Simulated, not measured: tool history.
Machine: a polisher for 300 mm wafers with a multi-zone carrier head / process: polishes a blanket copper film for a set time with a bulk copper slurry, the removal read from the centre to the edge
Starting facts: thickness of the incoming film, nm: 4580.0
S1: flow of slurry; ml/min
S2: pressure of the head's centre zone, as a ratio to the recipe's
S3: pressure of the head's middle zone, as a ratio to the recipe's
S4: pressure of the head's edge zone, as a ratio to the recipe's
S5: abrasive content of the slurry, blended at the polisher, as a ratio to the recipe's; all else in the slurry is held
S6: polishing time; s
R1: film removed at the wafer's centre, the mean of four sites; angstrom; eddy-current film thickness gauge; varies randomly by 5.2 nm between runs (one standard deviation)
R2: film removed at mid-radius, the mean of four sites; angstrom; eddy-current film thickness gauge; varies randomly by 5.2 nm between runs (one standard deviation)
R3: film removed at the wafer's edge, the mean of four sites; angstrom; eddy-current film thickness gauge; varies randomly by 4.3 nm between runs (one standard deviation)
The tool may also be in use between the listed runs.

{"run": 1, "day": 0.0, "S1": 255, "S2": 1.0, "S3": 1.0, "S4": 1.0, "S5": 1.0, "S6": 70, "R1": 5103.9, "R2": 5122.7, "R3": 5175.7}
{"run": 2, "day": 0.208, "S1": 255, "S2": 0.94, "S3": 1.0, "S4": 1.0, "S5": 1.0, "S6": 70, "R1": 4852.9, "R2": 5149.5, "R3": 5139.4}
{"run": 3, "day": 0.367, "S1": 255, "S2": 0.94, "S3": 0.98, "S4": 0.99, "S5": 0.95, "S6": 70, "R1": 4941.9, "R2": 4958.1, "R3": 5091.2}
{"run": 4, "day": 0.492, "S1": 255, "S2": 0.94, "S3": 0.91, "S4": 0.99, "S5": 0.95, "S6": 70, "R1": 4815.6, "R2": 4599.4, "R3": 4964.7}
{"run": 5, "day": 0.729, "S1": 255, "S2": 0.88, "S3": 0.91, "S4": 0.99, "S5": 0.95, "S6": 70, "R1": 4530.5, "R2": 4656.3, "R3": 5081.8}
{"run": 6, "day": 0.8, "S1": 255, "S2": 0.88, "S3": 0.9, "S4": 0.97, "S5": 0.9, "S6": 70, "R1": 4548.6, "R2": 4530.1, "R3": 5043.2}

Run 7 has not been measured yet. What should we expect?
{"run": 7, "day": 1.117, "S1": 255, "S2": 0.89, "S3": 0.9, "S4": 0.96, "S5": 0.85, "S6": 69, "R1": "?", "R2": "?", "R3": "?"}

{"run 7": {"R1": 4415.5, "R2": 4375.1, "R3": 4857.8}}
